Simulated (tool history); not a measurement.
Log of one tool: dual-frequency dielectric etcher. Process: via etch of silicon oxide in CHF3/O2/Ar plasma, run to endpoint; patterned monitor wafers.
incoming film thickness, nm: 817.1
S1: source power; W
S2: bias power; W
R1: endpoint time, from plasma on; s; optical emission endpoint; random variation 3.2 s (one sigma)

run 1 hour=0.0 | S1=480 S2=186 | R1=452.39
run 2 hour=3.1 | S1=510 S2=193 | R1=437.27
run 3 hour=4.7 | S1=540 S2=200 | R1=423.63
run 4 hour=6.8 | S1=560 S2=206 | R1=410.83
run 5 hour=10.5 | S1=580 S2=210 | R1=401.26
run 6 hour=19.4 | S1=590 S2=212 | R1=399.20
run 7 hour=26.6 | S1=600 S2=215 | R1=393.23

The next listed run, before its measurement:
run 8 hour=31.9 | S1=610 S2=217 | R1=?

R1: 386.46 s
